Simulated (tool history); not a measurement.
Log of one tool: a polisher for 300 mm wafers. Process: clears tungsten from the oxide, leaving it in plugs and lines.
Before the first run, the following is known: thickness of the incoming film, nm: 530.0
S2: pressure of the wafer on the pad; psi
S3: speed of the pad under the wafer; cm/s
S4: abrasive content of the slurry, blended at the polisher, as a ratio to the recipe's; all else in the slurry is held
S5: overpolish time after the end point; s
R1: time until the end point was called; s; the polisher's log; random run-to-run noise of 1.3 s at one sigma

run 1 hour=0.0 | flow_of_slurry_(ml/min)=195 S2=3.3 S3=84 S4=1.0 S5=5 | R1=139.80
run 2 hour=3.8 | flow_of_slurry_(ml/min)=195 S2=3.5 S3=84 S4=1.0 S5=5 | R1=132.78
run 3 hour=8.7 | flow_of_slurry_(ml/min)=195 S2=3.5 S3=84 S4=0.8 S5=5 | R1=137.34
run 4 hour=11.7 | flow_of_slurry_(ml/min)=195 S2=3.7 S3=84 S4=0.8 S5=5 | R1=133.99
run 5 hour=19.0 | flow_of_slurry_(ml/min)=195 S2=3.7 S3=72 S4=0.8 S5=5 | R1=147.79
run 6 hour=26.6 | flow_of_slurry_(ml/min)=195 S2=3.9 S3=72 S4=0.8 S5=5 | R1=143.95
run 7 hour=28.2 | flow_of_slurry_(ml/min)=195 S2=4.1 S3=72 S4=0.8 S5=5 | R1=132.81
run 8 hour=33.7 | flow_of_slurry_(ml/min)=195 S2=4.2 S3=72 S4=0.8 S5=5 | R1=131.42
run 9 hour=34.5 | flow_of_slurry_(ml/min)=195 S2=4.2 S3=72 S4=0.8 S5=5 | R1=131.11
run 10 hour=42.6 | flow_of_slurry_(ml/min)=195 S2=4.3 S3=72 S4=0.8 S5=5 | R1=129.79
run 11 hour=45.1 | flow_of_slurry_(ml/min)=195 S2=4.5 S3=72 S4=0.8 S5=5 | R1=125.06
run 12 hour=50.8 | flow_of_slurry_(ml/min)=195 S2=4.6 S3=72 S4=0.8 S5=5 | R1=121.73

Forecast run 13:
run 13 hour=54.0 | flow_of_slurry_(ml/min)=195 S2=4.7 S3=72 S4=0.8 S5=5 | R1=?

{"run 13": {"R1": 119.06}}

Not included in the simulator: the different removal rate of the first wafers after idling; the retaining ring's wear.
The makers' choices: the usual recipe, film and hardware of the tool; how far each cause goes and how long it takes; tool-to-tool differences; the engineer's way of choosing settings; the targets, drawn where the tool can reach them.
